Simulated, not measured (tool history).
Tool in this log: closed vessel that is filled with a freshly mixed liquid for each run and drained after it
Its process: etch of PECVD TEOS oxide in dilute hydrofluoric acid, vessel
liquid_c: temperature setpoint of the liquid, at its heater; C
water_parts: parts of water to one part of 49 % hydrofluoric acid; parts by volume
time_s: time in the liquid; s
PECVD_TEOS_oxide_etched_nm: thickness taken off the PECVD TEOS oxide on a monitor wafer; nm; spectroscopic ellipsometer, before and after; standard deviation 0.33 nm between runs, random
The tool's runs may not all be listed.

run,hour,liquid_c,water_parts,time_s,PECVD_TEOS_oxide_etched_nm
1,0,24,40,90,23.374
2,2,26,40,90,25.621
3,8.2,26,55,90,17.572
4,14.9,27.5,50,90,21.107
5,19.8,30.5,50,90,23.613
6,22.3,31,45,90,27.766
7,29.1,31.5,45,90,27.795
8,36.2,31.5,40,90,31.149
# hour 45.5: hydrofluoric acid flow meter replaced
9,45.5,32,35,90,33.522

Expected results for the next run?
10,46.9,32,30,90,?

{"run 10": {"PECVD_TEOS_oxide_etched_nm": 39.272}}
